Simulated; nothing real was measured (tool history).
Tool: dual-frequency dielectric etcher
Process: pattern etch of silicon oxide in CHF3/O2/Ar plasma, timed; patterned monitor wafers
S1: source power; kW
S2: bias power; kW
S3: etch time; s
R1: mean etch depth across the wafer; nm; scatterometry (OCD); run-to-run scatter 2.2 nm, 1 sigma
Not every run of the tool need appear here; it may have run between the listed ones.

run  hour    S1     S2     S3      R1
  1     0  0.51  0.123  276.5  437.64
  2   3.1  0.54  0.124  276.5  448.22
  3   6.1  0.56  0.125  276.5  457.87
  4  15.2  0.56  0.125    251   413.4
  5  20.5  0.56  0.136    251  420.72
  6  29.3  0.56  0.123    251  411.36
  7  32.3  0.58  0.133    253  433.59
  8  33.7  0.61  0.136  253.5  444.56
  9  39.1  0.63  0.139    254  451.31

What does the tool deliver on the next run?
     41.4  -- wet clean of the chamber
 10  41.4  0.65  0.142  255   ?

{"run 10": {"R1": 478.26}}
